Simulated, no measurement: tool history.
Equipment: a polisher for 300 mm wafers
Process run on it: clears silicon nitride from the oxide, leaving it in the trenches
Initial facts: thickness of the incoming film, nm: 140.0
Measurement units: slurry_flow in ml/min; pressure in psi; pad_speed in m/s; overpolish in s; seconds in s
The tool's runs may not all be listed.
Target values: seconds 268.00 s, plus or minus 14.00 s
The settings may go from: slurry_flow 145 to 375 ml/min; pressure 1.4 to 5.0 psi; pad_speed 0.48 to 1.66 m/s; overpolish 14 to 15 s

run	hour	slurry_flow	pressure	pad_speed	overpolish	seconds
1	0.0	240	3.2	1.06	14	170.43
2	3.2	275	3.2	1.06	14	163.90
3	9.6	275	3.2	1.06	15	165.62
4	13.4	275	3.2	1.06	14	168.85
5	16.3	275	3.2	1.06	14	167.46
6	17.7	275	3.7	1.06	14	142.73
7	25.2	275	3.2	1.04	14	168.51
8	32.8	275	2.3	0.98	14	246.00

5 next moves are on the table. One of them brings every result within its allowed miss. Which?
A	40.4	240	2.4	1.12	15	?
B	40.4	290	2.2	1.18	14	?
C	40.4	240	2.2	0.94	15	?
D	40.4	255	2.5	1.02	14	?
E	40.4	290	2.6	0.96	14	?

move	seconds
A	213.17
B	212.88
C	274.59
D	221.83
E	221.51
A: misses by more than the last run did
B: misses by more than the last run did
C: each result inside its tolerance
D: misses by more than the last run did
E: misses by more than the last run did
C meets every target.

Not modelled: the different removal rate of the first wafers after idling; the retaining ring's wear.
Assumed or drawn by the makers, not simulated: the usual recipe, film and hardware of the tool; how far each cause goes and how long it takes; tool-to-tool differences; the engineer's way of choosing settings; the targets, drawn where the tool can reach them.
